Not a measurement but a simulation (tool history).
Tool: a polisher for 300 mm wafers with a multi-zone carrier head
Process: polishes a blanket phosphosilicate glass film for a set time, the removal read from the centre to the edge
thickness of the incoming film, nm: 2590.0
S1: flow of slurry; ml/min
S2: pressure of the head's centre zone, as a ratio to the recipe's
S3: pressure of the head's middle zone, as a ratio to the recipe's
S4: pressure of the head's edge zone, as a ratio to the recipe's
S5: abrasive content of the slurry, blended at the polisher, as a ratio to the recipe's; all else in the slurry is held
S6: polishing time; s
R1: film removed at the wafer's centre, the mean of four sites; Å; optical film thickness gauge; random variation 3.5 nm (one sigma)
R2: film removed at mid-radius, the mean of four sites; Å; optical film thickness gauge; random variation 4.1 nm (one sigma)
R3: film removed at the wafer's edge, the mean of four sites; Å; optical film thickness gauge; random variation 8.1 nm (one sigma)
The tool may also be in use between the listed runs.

run	hour	S1	S2	S3	S4	S5	S6	R1	R2	R3
1	0.0	235	1.00	1.00	1.00	1.00	58	5533.9	5626.2	5745.9
2	0.7	265	1.00	1.00	1.00	1.00	58	5525.5	5773.8	5720.2
3	8.9	265	1.00	1.00	1.00	1.15	58	6011.5	6157.9	6243.6
4	14.4	230	1.00	1.00	1.00	1.15	58	5932.8	5964.7	6169.4
5	22.2	275	1.00	1.00	1.00	1.15	58	6002.5	6175.8	6368.4
6	22.8	260	0.98	0.96	0.99	1.15	58	5854.3	5844.4	6088.3
# hour 23.9: edge zone pressure recalibrated
7	23.9	245	0.96	0.93	1.00	1.15	58	5766.2	5654.3	6042.5

Predict the results of run 8:
8	31.8	235	0.94	0.90	1.01	1.15	58	?	?	?

{"run 8": {"R1": 5610.5, "R2": 5438.6, "R3": 5901.6}}
